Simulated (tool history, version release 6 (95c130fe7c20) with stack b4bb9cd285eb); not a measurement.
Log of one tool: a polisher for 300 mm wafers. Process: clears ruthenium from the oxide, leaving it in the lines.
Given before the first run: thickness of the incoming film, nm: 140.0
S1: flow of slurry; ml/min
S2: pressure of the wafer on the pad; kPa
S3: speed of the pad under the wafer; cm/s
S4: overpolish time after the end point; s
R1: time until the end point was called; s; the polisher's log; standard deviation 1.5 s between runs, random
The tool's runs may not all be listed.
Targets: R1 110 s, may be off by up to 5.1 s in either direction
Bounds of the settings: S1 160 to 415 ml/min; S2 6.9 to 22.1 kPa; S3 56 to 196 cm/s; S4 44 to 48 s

run	day	S1	S2	S3	S4	R1
1	0	265	14.5	126	44	75.491
2	0.238	265	14.5	98	44	94.69
3	0.412	265	14.5	80	44	117.06
4	0.783	265	17.9	80	44	98.354
5	0.925	265	20	80	44	89.287
6	1.292	265	19.3	80	44	91.741
7	1.538	265	18.6	80	44	93.623
8	1.629	265	18.6	80	44	93.974

Next run, 4 choices. One meets every target within its allowed miss, the rest don't. Which?
A	1.721	345	20.7	70	46	?
B	1.721	195	19.3	78	44	?
C	1.721	240	18.6	70	45	?
D	1.721	380	17.9	76	44	?

move	R1
A	98.627
B	100.67
C	111.65
D	101.88
A: nearer than the last run, and not there yet
B: nearer than the last run, and not there yet
C: hits every target within its allowed miss
D: nearer than the last run, and not there yet
The move that meets every target is C.
